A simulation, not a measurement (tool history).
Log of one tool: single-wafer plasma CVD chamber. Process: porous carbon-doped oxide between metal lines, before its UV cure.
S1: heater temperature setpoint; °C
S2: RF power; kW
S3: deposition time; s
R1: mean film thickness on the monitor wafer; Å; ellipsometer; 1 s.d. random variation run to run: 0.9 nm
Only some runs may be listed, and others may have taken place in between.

| run | hour | S1 | S2 | S3 | R1 |
|---|---|---|---|---|---|
| 1 | 0 | 320 | 0.62 | 29.6 | 1727.1 |
| 2 | 6.2 | 318 | 0.635 | 29.6 | 1780.2 |
| 3 | 9.6 | 318 | 0.585 | 29.6 | 1661.9 |
| 4 | 14.7 | 318 | 0.52 | 29.6 | 1549.1 |
| 5 | 17.4 | 316 | 0.545 | 29.7 | 1627.3 |
| 6 | 20.2 | 316 | 0.545 | 30.5 | 1649.7 |
| 7 | 29.1 | 314 | 0.565 | 30.5 | 1709.5 |
| 8 | 32.8 | 312 | 0.585 | 30.5 | 1773.8 |

The next listed run, before its measurement:
| 9 | 35.1 | 310 | 0.6 | 30.5 | ? |

{"run 9": {"R1": 1813.8}}

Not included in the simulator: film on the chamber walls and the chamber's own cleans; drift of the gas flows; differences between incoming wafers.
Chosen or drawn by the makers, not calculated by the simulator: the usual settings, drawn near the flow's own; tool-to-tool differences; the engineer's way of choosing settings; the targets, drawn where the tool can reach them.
